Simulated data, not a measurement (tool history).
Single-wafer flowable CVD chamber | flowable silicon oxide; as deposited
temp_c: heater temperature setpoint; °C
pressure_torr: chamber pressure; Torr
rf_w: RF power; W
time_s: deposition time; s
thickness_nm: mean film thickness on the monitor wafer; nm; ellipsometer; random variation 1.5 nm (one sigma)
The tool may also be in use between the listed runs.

run 1 hour=0 | temp_c=100 pressure_torr=0.807 rf_w=1735 time_s=717 | thickness_nm=466.89
run 2 hour=9 | temp_c=100 pressure_torr=0.807 rf_w=1735 time_s=717 | thickness_nm=467.73
run 3 hour=14.7 | temp_c=100 pressure_torr=0.719 rf_w=1735 time_s=717 | thickness_nm=417.5
run 4 hour=20.5 | temp_c=100 pressure_torr=0.719 rf_w=1735 time_s=717 | thickness_nm=418.14
run 5 hour=28.1 | temp_c=97 pressure_torr=0.719 rf_w=1735 time_s=717 | thickness_nm=469.05
run 6 hour=30 | temp_c=95 pressure_torr=0.719 rf_w=1735 time_s=717 | thickness_nm=504.45
run 7 hour=36.7 | temp_c=94 pressure_torr=0.719 rf_w=1735 time_s=717 | thickness_nm=522.28
run 8 hour=39.1 | temp_c=93 pressure_torr=0.719 rf_w=1735 time_s=717 | thickness_nm=542.59

Run 9 comes next. What will it give?
run 9 hour=44 | temp_c=92 pressure_torr=0.719 rf_w=1735 time_s=717 | thickness_nm=?

{"run 9": {"thickness_nm": 569.24}}
